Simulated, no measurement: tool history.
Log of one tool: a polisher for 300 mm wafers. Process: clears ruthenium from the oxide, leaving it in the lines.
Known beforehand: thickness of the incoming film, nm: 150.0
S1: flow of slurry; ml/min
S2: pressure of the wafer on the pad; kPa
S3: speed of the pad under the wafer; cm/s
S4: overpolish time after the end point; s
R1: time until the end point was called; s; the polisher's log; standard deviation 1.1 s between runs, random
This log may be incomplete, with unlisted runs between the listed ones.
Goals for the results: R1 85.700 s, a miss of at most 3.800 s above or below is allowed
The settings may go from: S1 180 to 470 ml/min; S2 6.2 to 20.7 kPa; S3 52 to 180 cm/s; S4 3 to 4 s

run,hour,S1,S2,S3,S4,R1
1,0.0,300,13.1,116,4,130.750
2,2.9,300,13.8,116,4,121.910
3,6.3,340,13.8,116,4,122.030
4,10.3,340,11.0,116,4,153.900
5,19.1,275,11.0,116,4,155.000
6,22.0,275,11.0,142,4,126.780
7,25.5,275,11.7,142,4,120.010
8,32.4,275,12.4,142,4,110.940

Consider the 4 candidate settings below. Which is the only one whose results all fall within their allowed miss of target?
A,39.3,255,15.2,156,3,?
B,39.3,295,11.7,140,4,?
C,39.3,385,8.3,138,4,?
D,39.3,270,9.7,124,4,?

move,R1
A,86.627
B,121.960
C,169.540
D,166.280
A: all results land within tolerance of their targets
B: the biggest miss grows against the last run
C: the biggest miss grows against the last run
D: the biggest miss grows against the last run
Answer: A

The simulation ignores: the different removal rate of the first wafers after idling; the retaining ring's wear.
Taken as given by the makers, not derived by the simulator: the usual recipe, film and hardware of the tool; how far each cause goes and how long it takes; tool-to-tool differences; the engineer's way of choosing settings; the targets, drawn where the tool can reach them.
